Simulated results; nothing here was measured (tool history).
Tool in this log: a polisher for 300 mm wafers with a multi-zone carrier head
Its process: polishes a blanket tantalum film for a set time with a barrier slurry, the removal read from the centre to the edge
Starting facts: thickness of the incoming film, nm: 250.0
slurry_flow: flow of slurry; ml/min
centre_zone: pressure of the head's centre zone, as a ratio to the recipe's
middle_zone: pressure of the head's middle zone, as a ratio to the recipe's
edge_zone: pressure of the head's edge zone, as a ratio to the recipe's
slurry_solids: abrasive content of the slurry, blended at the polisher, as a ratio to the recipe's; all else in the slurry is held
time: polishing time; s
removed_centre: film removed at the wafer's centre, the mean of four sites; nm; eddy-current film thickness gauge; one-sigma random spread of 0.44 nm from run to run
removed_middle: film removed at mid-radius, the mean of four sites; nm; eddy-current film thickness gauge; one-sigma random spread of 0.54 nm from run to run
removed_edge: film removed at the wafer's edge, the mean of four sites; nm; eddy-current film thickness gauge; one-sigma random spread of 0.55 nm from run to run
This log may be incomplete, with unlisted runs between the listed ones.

run 1 hour=0.0 | slurry_flow=230 centre_zone=1.00 middle_zone=1.00 edge_zone=1.00 slurry_solids=1.00 time=53 | removed_centre=72.458 removed_middle=68.422 removed_edge=69.855
run 2 hour=4.7 | slurry_flow=225 centre_zone=0.98 middle_zone=1.00 edge_zone=1.00 slurry_solids=0.95 time=53 | removed_centre=69.669 removed_middle=68.357 removed_edge=69.132
run 3 hour=7.1 | slurry_flow=225 centre_zone=0.98 middle_zone=1.00 edge_zone=1.00 slurry_solids=0.95 time=62 | removed_centre=82.223 removed_middle=81.440 removed_edge=80.728
run 4 hour=8.3 | slurry_flow=225 centre_zone=0.98 middle_zone=1.05 edge_zone=1.00 slurry_solids=0.95 time=62 | removed_centre=82.772 removed_middle=82.827 removed_edge=80.735
run 5 hour=12.1 | slurry_flow=200 centre_zone=0.98 middle_zone=1.05 edge_zone=1.00 slurry_solids=0.95 time=62 | removed_centre=80.975 removed_middle=81.551 removed_edge=79.130
run 6 hour=14.5 | slurry_flow=195 centre_zone=0.96 middle_zone=1.04 edge_zone=1.00 slurry_solids=0.90 time=61 | removed_centre=76.263 removed_middle=78.143 removed_edge=76.057
run 7 hour=22.8 | slurry_flow=190 centre_zone=0.94 middle_zone=1.04 edge_zone=1.00 slurry_solids=0.85 time=60 | removed_centre=71.587 removed_middle=76.855 removed_edge=75.237
run 8 hour=28.3 | slurry_flow=185 centre_zone=0.93 middle_zone=1.03 edge_zone=0.99 slurry_solids=0.80 time=59 | removed_centre=69.050 removed_middle=72.547 removed_edge=72.399
run 9 hour=37.1 | slurry_flow=180 centre_zone=0.92 middle_zone=1.04 edge_zone=0.98 slurry_solids=0.75 time=58 | removed_centre=65.261 removed_middle=70.309 removed_edge=67.730
run 10 hour=43.6 | slurry_flow=175 centre_zone=0.91 middle_zone=1.04 edge_zone=0.98 slurry_solids=0.70 time=57 | removed_centre=62.034 removed_middle=66.928 removed_edge=66.624
run 11 hour=48.6 | slurry_flow=175 centre_zone=0.81 middle_zone=1.08 edge_zone=0.88 slurry_solids=0.50 time=48 | removed_centre=42.599 removed_middle=53.819 removed_edge=48.806

Estimate the outcome of run 12 from the log above:
run 12 hour=50.7 | slurry_flow=180 centre_zone=0.81 middle_zone=1.08 edge_zone=0.89 slurry_solids=0.50 time=48 | removed_centre=? removed_middle=? removed_edge=?

removed_centre: 42.599 nm
removed_middle: 54.750 nm
removed_edge: 48.690 nm
